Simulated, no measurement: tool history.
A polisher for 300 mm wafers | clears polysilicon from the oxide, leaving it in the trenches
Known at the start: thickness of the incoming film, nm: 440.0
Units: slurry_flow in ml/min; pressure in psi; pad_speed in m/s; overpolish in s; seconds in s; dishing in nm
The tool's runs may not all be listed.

run 1 day=0 | slurry_flow=260 pressure=3.1 pad_speed=1.1 overpolish=20 | seconds=22.953 dishing=70.981
run 2 day=0.262 | slurry_flow=260 pressure=3.1 pad_speed=0.88 overpolish=20 | seconds=26.594 dishing=71.117
run 3 day=0.392 | slurry_flow=255 pressure=2.9 pad_speed=0.9 overpolish=17 | seconds=28.185 dishing=71.72
run 4 day=0.538 | slurry_flow=255 pressure=3.4 pad_speed=0.9 overpolish=17 | seconds=24.748 dishing=70.279
run 5 day=0.621 | slurry_flow=255 pressure=3.4 pad_speed=0.84 overpolish=15 | seconds=24.958 dishing=67.637
run 6 day=0.9 | slurry_flow=255 pressure=3.8 pad_speed=0.84 overpolish=15 | seconds=22.709 dishing=68.985
run 7 day=1.179 | slurry_flow=265 pressure=3.6 pad_speed=0.8 overpolish=13 | seconds=24.265 dishing=68.272
run 8 day=1.471 | slurry_flow=255 pressure=3.5 pad_speed=0.76 overpolish=11 | seconds=26.206 dishing=65.993
run 9 day=1.842 | slurry_flow=250 pressure=3.4 pad_speed=0.76 overpolish=10 | seconds=26.589 dishing=62.435
run 10 day=2.033 | slurry_flow=245 pressure=3.3 pad_speed=0.76 overpolish=11 | seconds=27.665 dishing=64.091

Forecast run 11:
run 11 day=2.179 | slurry_flow=240 pressure=3.2 pad_speed=0.76 overpolish=11 | seconds=? dishing=?

seconds: 28.71 s
dishing: 65.186 nm
